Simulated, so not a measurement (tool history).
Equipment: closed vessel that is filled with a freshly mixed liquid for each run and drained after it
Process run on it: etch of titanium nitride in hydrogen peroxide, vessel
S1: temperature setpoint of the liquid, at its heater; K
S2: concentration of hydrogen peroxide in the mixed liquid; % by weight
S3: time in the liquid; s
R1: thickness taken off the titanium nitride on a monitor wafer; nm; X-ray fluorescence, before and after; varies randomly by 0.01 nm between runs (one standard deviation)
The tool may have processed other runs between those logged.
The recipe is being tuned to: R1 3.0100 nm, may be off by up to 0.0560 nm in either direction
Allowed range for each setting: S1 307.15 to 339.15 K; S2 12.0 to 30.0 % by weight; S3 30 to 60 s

Run 1, day 0.000: S1 323.15 K, S2 21.0 % by weight, S3 60 s. Result: R1 4.8941 nm.
Run 2, day 0.054: S1 329.65 K, S2 21.0 % by weight, S3 60 s. Result: R1 7.8071 nm.
Run 3, day 0.438: S1 327.15 K, S2 21.0 % by weight, S3 60 s. Result: R1 6.5788 nm.
Run 4, day 0.579: S1 327.15 K, S2 18.5 % by weight, S3 60 s. Result: R1 6.4106 nm.
Run 5, day 0.742: S1 327.15 K, S2 18.5 % by weight, S3 60 s. Result: R1 6.3822 nm.
Run 6, day 0.992: S1 325.15 K, S2 18.5 % by weight, S3 60 s. Result: R1 5.5469 nm.
Run 7, day 1.296: S1 325.15 K, S2 18.5 % by weight, S3 60 s. Result: R1 5.5487 nm.
Run 8, day 1.571: S1 323.65 K, S2 18.5 % by weight, S3 60 s. Result: R1 4.9643 nm.
Run 9, day 1.846: S1 322.15 K, S2 18.5 % by weight, S3 60 s. Result: R1 4.4828 nm.
Run 10, day 2.096: S1 322.15 K, S2 18.5 % by weight, S3 60 s. Result: R1 4.4746 nm.
Run 11, day 2.250: S1 321.15 K, S2 18.5 % by weight, S3 60 s. Result: R1 4.1386 nm.
Run 12, day 2.358: S1 321.15 K, S2 18.5 % by weight, S3 60 s. Result: R1 4.1529 nm.
Run 13, day 2.633: S1 320.15 K, S2 18.5 % by weight, S3 60 s. Result: R1 3.8638 nm.
Run 14, day 3.021: S1 319.65 K, S2 18.5 % by weight, S3 60 s. Result: R1 3.7115 nm.
Run 15, day 3.112: S1 319.15 K, S2 18.5 % by weight, S3 60 s. Result: R1 3.6002 nm.
Run 16, day 3.254: S1 318.65 K, S2 18.5 % by weight, S3 60 s. Result: R1 3.4636 nm.
Run 17, day 3.533: S1 316.15 K, S2 18.5 % by weight, S3 60 s. Result: R1 2.8766 nm.

Which of these 5 next moves meets every target?
Run A, day 3.812: S1 314.65 K, S2 25.0 % by weight, S3 60 s. Result: R1 ?.
Run B, day 3.812: S1 316.65 K, S2 14.0 % by weight, S3 60 s. Result: R1 ?.
Run C, day 3.812: S1 317.15 K, S2 17.0 % by weight, S3 60 s. Result: R1 ?.
Run D, day 3.812: S1 316.65 K, S2 16.0 % by weight, S3 60 s. Result: R1 ?.
Run E, day 3.812: S1 317.65 K, S2 16.5 % by weight, S3 60 s. Result: R1 ?.

move      R1
   A  2.7337
   B  2.8102
   C  3.0397
   D  2.8903
   E  3.1357
A: its largest miss is bigger than the last run's
B: its largest miss is bigger than the last run's
C: every result lands within tolerance
D: nearer the targets than the last run, but a result is still out of spec
E: the result that was furthest off in the last run now lies on the other side of its target
Answer: C
